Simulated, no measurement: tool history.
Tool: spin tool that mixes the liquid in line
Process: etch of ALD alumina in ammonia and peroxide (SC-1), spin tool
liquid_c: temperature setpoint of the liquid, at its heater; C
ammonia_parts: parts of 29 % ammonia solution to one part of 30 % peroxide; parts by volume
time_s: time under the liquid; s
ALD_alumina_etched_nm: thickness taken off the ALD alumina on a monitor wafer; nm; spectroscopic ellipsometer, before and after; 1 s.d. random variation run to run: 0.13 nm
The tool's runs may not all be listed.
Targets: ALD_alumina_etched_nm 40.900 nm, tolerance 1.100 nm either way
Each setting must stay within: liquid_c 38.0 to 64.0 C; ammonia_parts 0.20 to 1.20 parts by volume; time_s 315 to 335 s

run  hour  liquid_c  ammonia_parts  time_s  ALD_alumina_etched_nm
  1   0.0      48.0           0.90     315                 23.768
  2   6.9      48.0           0.90     335                 25.321
  3  15.6      48.0           0.70     335                 24.816
  4  23.4      50.0           0.70     335                 27.588
  5  32.2      46.5           0.70     335                 22.642
  6  39.6      49.0           0.70     335                 26.157
  7  46.1      50.5           0.70     335                 28.370
  8  49.9      58.5           0.70     335                 43.708

Next run, 4 choices. One meets every target within its allowed miss, the rest don't. Which?
  A  53.7      59.0           0.75     335                      ?
  B  53.7      57.0           0.80     335                      ?
  C  53.7      61.0           0.70     320                      ?
  D  53.7      58.5           0.55     335                      ?

move  ALD_alumina_etched_nm
   A                 45.244
   B                 41.022
   C                 47.579
   D                 42.812
A: moves away from the targets compared with the last run
B: every result lands within tolerance
C: moves away from the targets compared with the last run
D: nearer than the last run, and not there yet
Correct choice: B, which meets every target

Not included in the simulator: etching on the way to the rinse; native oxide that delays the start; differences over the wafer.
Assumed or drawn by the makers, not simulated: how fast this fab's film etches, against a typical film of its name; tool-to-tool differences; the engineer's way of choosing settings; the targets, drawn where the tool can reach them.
